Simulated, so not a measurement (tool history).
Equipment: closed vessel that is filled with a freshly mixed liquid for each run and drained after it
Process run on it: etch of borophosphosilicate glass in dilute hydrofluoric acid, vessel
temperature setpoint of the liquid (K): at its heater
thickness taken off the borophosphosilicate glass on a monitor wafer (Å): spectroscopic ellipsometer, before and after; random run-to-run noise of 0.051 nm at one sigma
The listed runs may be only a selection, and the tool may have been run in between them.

run  hour  temperature setpoint of the liquid (K)  parts of water to one part of 49 % hydrofluoric acid (parts by volume)  time in the liquid (s)  thickness taken off the borophosphosilicate glass on a monitor wafer (Å)
  1     0                                  293.15                                                                     240                      30                                                                    32.762
  2   6.5                                  295.15                                                                     195                      30                                                                    45.481
  3   7.9                                  296.65                                                                     160                      30                                                                    60.696
  4   8.9                                  294.15                                                                     160                      30                                                                    55.187
  5  16.1                                  295.65                                                                     135                      30                                                                    71.976
  6  17.8                                  295.65                                                                     135                      30                                                                    71.825
  7  18.7                                  296.65                                                                     120                      30                                                                    85.328
  8  26.4                                  300.65                                                                      90                      30                                                                    137.48
  9  33.5                                  300.15                                                                      90                      30                                                                    135.82

Run 10, settings as shown, results not yet in. Your forecast:
 10  34.4                                  299.65                                                                      90                      30                                                                         ?

thickness taken off the borophosphosilicate glass on a monitor wafer (Å): 132.46

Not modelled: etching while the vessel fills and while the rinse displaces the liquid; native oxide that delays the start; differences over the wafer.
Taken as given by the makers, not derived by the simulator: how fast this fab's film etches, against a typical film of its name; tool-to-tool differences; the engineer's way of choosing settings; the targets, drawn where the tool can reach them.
